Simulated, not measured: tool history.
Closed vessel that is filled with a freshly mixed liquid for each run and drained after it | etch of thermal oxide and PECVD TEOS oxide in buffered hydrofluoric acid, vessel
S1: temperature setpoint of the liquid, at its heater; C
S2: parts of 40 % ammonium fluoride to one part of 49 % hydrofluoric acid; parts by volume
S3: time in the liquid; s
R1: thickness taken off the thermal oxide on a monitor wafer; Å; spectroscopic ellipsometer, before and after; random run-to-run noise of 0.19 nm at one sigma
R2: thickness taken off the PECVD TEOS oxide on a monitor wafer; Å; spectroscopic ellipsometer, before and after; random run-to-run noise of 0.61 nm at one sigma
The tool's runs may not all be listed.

run	hour	S1	S2	S3	R1	R2
1	0.0	21.0	9.5	60	619.54	1136.70
2	2.0	21.0	8.0	60	726.06	1303.90
3	9.3	21.0	8.0	40	484.09	872.82
4	11.9	22.0	8.0	40	510.93	936.26
# hour 14.9: thermometer replaced
5	14.9	22.0	9.5	40	464.59	853.64
6	16.1	18.5	9.5	40	382.69	696.90
7	21.4	20.5	9.5	40	428.20	774.98
8	27.6	22.0	9.5	40	462.53	844.54

Predict the results of run 9:
9	29.2	23.0	9.5	40	?	?

Logged for run 9: R1 491.04 Å, R2 890.64 Å.
